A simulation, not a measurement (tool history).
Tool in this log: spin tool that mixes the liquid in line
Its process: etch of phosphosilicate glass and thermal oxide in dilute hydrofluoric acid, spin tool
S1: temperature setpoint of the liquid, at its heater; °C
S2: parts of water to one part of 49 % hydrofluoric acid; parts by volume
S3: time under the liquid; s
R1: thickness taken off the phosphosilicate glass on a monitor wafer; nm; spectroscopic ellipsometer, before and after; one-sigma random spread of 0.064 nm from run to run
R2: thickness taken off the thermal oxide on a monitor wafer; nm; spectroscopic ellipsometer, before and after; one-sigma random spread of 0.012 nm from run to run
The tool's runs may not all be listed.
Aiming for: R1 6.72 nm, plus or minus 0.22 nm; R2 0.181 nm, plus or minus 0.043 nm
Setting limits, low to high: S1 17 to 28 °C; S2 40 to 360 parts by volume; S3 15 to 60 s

run    day    S1   S2  S3      R1       R2
  1      0    20  200  30  18.824  0.51436
  2  0.246    20  200  35  21.882  0.62304
  3  0.367    19  250  35  15.755  0.44375
  4  0.425    19  250  45  20.564  0.62011
  5  0.592  18.5  285  40  15.408  0.37645
  6   0.65  21.5  285  40    16.9  0.38963
  7  0.967    20  305  35  12.887  0.33974
  8  1.117  19.5  320  30  10.346  0.30495
      1.25  -- hydrofluoric acid flow meter replaced
  9   1.25  19.5  335  25  8.8769  0.22919
 10  1.508    19  345  25  8.3584  0.23583
 11   1.75    19  350  25  8.3097  0.22725
 12  2.058    19  355  25  8.1459  0.20355
 13   2.15  18.5  355  25  8.0799  0.22092

Which single option among these 4 for the next run brings every result within its allowed miss of target? Just one does.
  A  2.242    17  315  25   ?   ?
  B  2.242    17  240  20   ?   ?
  C  2.242  17.5  360  20   ?   ?
  D  2.242    17  330  20   ?   ?

move      R1       R2
   A  8.7259  0.23737
   B  9.7664  0.26568
   C  5.9981  0.16317
   D  6.5819  0.17905
A: moves away from the targets compared with the last run
B: moves away from the targets compared with the last run
C: takes the result that was furthest off past its target
D: each result inside its tolerance
Move D is the one to make.

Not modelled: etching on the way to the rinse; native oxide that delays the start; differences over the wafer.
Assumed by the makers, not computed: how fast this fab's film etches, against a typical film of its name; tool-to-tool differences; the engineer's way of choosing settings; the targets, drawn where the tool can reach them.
